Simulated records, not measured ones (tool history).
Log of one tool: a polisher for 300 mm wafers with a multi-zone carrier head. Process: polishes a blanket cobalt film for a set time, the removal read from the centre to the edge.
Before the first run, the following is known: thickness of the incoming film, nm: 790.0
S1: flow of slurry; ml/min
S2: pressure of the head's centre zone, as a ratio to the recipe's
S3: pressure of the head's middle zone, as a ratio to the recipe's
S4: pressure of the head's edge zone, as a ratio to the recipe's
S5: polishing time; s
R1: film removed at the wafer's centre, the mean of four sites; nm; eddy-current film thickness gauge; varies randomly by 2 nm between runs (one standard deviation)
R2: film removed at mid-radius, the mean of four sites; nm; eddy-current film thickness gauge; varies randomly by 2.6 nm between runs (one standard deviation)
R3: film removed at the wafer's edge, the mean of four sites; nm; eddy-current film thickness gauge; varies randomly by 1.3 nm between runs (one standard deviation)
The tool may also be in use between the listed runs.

Run 1, day 0: S1 270 ml/min, S2 1, S3 1, S4 1, S5 46 s. Result: R1 296.12 nm, R2 300.77 nm, R3 306.86 nm.
Run 2, day 0.083: S1 270 ml/min, S2 0.99, S3 1, S4 0.98, S5 44 s. Result: R1 284.64 nm, R2 285.06 nm, R3 290.34 nm.
Run 3, day 0.133: S1 245 ml/min, S2 0.99, S3 1, S4 0.98, S5 44 s. Result: R1 278.93 nm, R2 278.36 nm, R3 291.07 nm.
Run 4, day 0.467: S1 250 ml/min, S2 0.98, S3 1.01, S4 0.97, S5 43 s. Result: R1 274.87 nm, R2 273.12 nm, R3 276.95 nm.
Run 5, day 0.529: S1 250 ml/min, S2 0.96, S3 1.02, S4 0.98, S5 42 s. Result: R1 255.93 nm, R2 277.82 nm, R3 276.95 nm.
Run 6, day 0.608: S1 250 ml/min, S2 0.95, S3 1.02, S4 0.97, S5 41 s. Result: R1 248.54 nm, R2 267.49 nm, R3 268.95 nm.
Run 7, day 0.775: S1 250 ml/min, S2 0.94, S3 1.02, S4 0.96, S5 40 s. Result: R1 244.37 nm, R2 260.78 nm, R3 261.96 nm.

What will run 8 give?
Run 8, day 1.008: S1 250 ml/min, S2 0.93, S3 1.03, S4 0.95, S5 39 s. Result: R1 ?, R2 ?, R3 ?.

R1: 233.82 nm
R2: 251.51 nm
R3: 251.64 nm
